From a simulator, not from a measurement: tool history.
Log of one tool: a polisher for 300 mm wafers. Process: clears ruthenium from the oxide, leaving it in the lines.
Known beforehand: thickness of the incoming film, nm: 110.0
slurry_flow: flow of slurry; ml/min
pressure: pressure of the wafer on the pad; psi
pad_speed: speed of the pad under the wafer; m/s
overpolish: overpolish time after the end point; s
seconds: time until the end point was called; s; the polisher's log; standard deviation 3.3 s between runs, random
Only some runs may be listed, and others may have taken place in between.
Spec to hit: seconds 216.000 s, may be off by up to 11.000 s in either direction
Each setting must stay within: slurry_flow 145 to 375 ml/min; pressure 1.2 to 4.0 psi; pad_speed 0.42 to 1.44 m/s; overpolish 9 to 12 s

| run | hour | slurry_flow | pressure | pad_speed | overpolish | seconds |
|---|---|---|---|---|---|---|
| 1 | 0.0 | 240 | 2.6 | 0.92 | 12 | 90.899 |
| 2 | 1.7 | 240 | 2.2 | 0.84 | 12 | 117.580 |
| 3 | 6.0 | 240 | 2.2 | 0.62 | 12 | 152.300 |
| 4 | 14.3 | 240 | 2.2 | 0.62 | 9 | 158.870 |
| 5 | 16.7 | 195 | 2.2 | 0.62 | 9 | 159.060 |
| 6 | 20.2 | 195 | 2.0 | 0.62 | 9 | 176.580 |
| 7 | 27.8 | 195 | 1.9 | 0.62 | 9 | 183.540 |
| 8 | 36.5 | 195 | 1.8 | 0.62 | 9 | 199.970 |

Consider the 4 candidate settings below. Which is the only one whose results all fall within their allowed miss of target?
| A | 45.2 | 240 | 1.9 | 0.60 | 10 | ? |
| B | 45.2 | 195 | 2.1 | 0.54 | 10 | ? |
| C | 45.2 | 220 | 1.9 | 0.60 | 11 | ? |
| D | 45.2 | 175 | 1.6 | 0.64 | 9 | ? |

| move | seconds |
|---|---|
| A | 188.030 |
| B | 191.790 |
| C | 189.190 |
| D | 212.740 |
A: moves away from the targets compared with the last run
B: moves away from the targets compared with the last run
C: moves away from the targets compared with the last run
D: hits every target within its allowed miss
The move that meets every target is D.

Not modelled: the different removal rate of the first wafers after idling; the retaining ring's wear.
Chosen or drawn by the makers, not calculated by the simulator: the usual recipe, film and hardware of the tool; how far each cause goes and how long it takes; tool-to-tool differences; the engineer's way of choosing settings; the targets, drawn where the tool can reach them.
